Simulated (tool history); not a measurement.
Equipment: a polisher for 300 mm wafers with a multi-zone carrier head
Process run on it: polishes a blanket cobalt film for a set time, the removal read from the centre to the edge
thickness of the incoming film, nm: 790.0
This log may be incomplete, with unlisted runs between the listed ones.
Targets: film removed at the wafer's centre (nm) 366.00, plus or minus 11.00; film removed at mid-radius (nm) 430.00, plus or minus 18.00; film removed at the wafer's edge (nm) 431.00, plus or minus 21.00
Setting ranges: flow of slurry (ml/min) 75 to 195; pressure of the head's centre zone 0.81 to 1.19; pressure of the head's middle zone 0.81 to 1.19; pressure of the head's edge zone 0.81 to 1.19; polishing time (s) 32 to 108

run  hour  flow of slurry (ml/min)  pressure of the head's centre zone  pressure of the head's middle zone  pressure of the head's edge zone  polishing time (s)  film removed at the wafer's centre (nm)  film removed at mid-radius (nm)  film removed at the wafer's edge (nm)
  1   0.0                      125                                1.00                                1.00                              1.00                  70                                   339.82                           331.61                                 340.48
  2   3.6                      125                                1.00                                1.04                              1.00                  70                                   333.25                           342.09                                 332.47
  3  11.1                      125                                1.00                                1.04                              1.00                  78                                   382.29                           377.06                                 378.41
  4  16.3                      125                                0.97                                1.04                              1.00                  78                                   369.57                           383.59                                 380.10
  5  20.2                      130                                0.95                                1.05                              1.02                  79                                   365.54                           392.28                                 388.91
  6  24.0                      130                                0.95                                1.05                              1.06                  79                                   364.52                           398.56                                 392.17
  7  29.4                      130                                0.94                                1.05                              1.08                  80                                   370.02                           390.87                                 408.24
  8  36.5                      135                                0.93                                1.06                              1.09                  81                                   367.61                           413.78                                 410.22

Next run, 5 choices. One meets every target within its allowed miss, the rest don't. Which?
  A  43.6                      125                                0.90                                1.08                              1.13                  85                                        ?                                ?                                      ?
  B  43.6                      160                                0.91                                1.11                              1.07                  76                                        ?                                ?                                      ?
  C  43.6                      185                                0.95                                1.18                              1.05                  74                                        ?                                ?                                      ?
  D  43.6                      185                                0.95                                1.12                              1.17                  70                                        ?                                ?                                      ?
  E  43.6                      135                                0.94                                1.01                              1.07                  81                                        ?                                ?                                      ?

move  film removed at the wafer's centre (nm)  film removed at mid-radius (nm)  film removed at the wafer's edge (nm)
   A                                   367.90                           426.28                                 432.62
   B                                   349.46                           407.45                                 388.52
   C                                   364.52                           427.49                                 380.72
   D                                   344.68                           386.53                                 379.58
   E                                   372.12                           389.19                                 406.12
A: hits every target within its allowed miss
B: lands further from the targets than the last run did
C: lands further from the targets than the last run did
D: lands further from the targets than the last run did
E: lands further from the targets than the last run did
Answer: A
